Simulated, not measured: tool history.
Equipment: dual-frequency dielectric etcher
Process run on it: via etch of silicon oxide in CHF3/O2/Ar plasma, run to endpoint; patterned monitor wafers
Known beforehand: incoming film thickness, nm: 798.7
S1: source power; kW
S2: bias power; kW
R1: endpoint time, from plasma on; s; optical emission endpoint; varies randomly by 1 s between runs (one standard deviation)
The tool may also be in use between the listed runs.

run 1 day=0.000 | S1=0.640 S2=0.171 | R1=387.67
run 2 day=0.121 | S1=0.640 S2=0.193 | R1=363.36
run 3 day=0.154 | S1=0.640 S2=0.176 | R1=379.80
run 4 day=0.296 | S1=0.580 S2=0.176 | R1=394.29
run 5 day=0.475 | S1=0.660 S2=0.181 | R1=370.74
run 6 day=0.567 | S1=0.730 S2=0.181 | R1=358.76
run 7 day=0.804 | S1=0.770 S2=0.185 | R1=346.79
run 8 day=0.946 | S1=0.800 S2=0.187 | R1=338.58
run 9 day=1.100 | S1=0.820 S2=0.188 | R1=336.22

For run 10, what comes out?
run 10 day=1.296 | S1=0.840 S2=0.189 | R1=?

R1: 332.69 s

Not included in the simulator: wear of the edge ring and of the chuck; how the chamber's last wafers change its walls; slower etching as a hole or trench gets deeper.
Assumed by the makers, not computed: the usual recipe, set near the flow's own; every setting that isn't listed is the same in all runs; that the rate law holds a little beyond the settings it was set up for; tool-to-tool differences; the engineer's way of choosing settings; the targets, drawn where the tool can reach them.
